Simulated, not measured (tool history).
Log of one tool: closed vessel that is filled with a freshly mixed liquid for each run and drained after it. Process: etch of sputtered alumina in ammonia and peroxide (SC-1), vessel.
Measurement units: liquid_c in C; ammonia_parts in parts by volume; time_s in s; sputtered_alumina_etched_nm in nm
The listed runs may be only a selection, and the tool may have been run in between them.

run,hour,liquid_c,ammonia_parts,time_s,sputtered_alumina_etched_nm
1,0.0,60.0,0.45,80,8.9745
2,4.0,60.0,0.45,80,9.0451
3,10.8,63.0,0.45,80,10.4900
4,13.7,65.0,0.45,80,11.5430
5,16.0,66.5,0.45,80,12.5160
# hour 24.4: thermometer replaced
6,24.4,66.5,0.50,80,11.9760

Run 7 comes next. What will it give?
7,28.4,67.5,0.50,80,?

{"run 7": {"sputtered_alumina_etched_nm": 12.612}}

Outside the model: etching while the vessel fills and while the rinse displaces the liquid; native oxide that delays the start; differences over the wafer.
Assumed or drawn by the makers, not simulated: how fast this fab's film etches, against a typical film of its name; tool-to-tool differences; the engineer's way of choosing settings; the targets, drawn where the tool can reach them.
